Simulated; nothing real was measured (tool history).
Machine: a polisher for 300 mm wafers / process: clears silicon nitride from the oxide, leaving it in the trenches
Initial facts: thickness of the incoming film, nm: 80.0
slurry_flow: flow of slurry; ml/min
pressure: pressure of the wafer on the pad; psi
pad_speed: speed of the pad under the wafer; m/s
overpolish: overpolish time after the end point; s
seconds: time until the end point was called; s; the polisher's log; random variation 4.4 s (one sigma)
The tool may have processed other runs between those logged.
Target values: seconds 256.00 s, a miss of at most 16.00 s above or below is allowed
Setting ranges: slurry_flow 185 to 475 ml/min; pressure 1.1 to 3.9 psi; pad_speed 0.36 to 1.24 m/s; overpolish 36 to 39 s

{"run": 1, "hour": 0.0, "slurry_flow": 305, "pressure": 2.5, "pad_speed": 0.8, "overpolish": 36, "seconds": 157.01}
{"run": 2, "hour": 2.0, "slurry_flow": 335, "pressure": 2.5, "pad_speed": 0.8, "overpolish": 36, "seconds": 161.8}
{"run": 3, "hour": 4.6, "slurry_flow": 335, "pressure": 3.1, "pad_speed": 0.8, "overpolish": 36, "seconds": 130.38}
{"run": 4, "hour": 6.3, "slurry_flow": 335, "pressure": 2.6, "pad_speed": 0.78, "overpolish": 36, "seconds": 153.45}
{"run": 5, "hour": 8.7, "slurry_flow": 335, "pressure": 2.2, "pad_speed": 0.76, "overpolish": 36, "seconds": 186.08}
{"run": 6, "hour": 17.6, "slurry_flow": 335, "pressure": 2.2, "pad_speed": 0.84, "overpolish": 36, "seconds": 170.01}
{"run": 7, "hour": 20.5, "slurry_flow": 335, "pressure": 1.9, "pad_speed": 0.82, "overpolish": 36, "seconds": 202.54}
{"run": 8, "hour": 28.0, "slurry_flow": 335, "pressure": 1.7, "pad_speed": 0.82, "overpolish": 36, "seconds": 232.67}

4 candidate next runs follow, results not yet known. Just one meets every target within its allowed miss. Identify it.
{"run": "A", "hour": 35.5, "slurry_flow": 260, "pressure": 1.5, "pad_speed": 0.86, "overpolish": 39, "seconds": "?"}
{"run": "B", "hour": 35.5, "slurry_flow": 340, "pressure": 1.9, "pad_speed": 0.86, "overpolish": 36, "seconds": "?"}
{"run": "C", "hour": 35.5, "slurry_flow": 225, "pressure": 1.7, "pad_speed": 0.9, "overpolish": 36, "seconds": "?"}
{"run": "D", "hour": 35.5, "slurry_flow": 245, "pressure": 1.6, "pad_speed": 1.04, "overpolish": 39, "seconds": "?"}

move=A seconds=248.60
move=B seconds=194.18
move=C seconds=216.22
move=D seconds=204.04
A: every result within its allowed miss
B: misses by more than the last run did
C: misses by more than the last run did
D: misses by more than the last run did
A is the move that brings every result within its allowed miss.

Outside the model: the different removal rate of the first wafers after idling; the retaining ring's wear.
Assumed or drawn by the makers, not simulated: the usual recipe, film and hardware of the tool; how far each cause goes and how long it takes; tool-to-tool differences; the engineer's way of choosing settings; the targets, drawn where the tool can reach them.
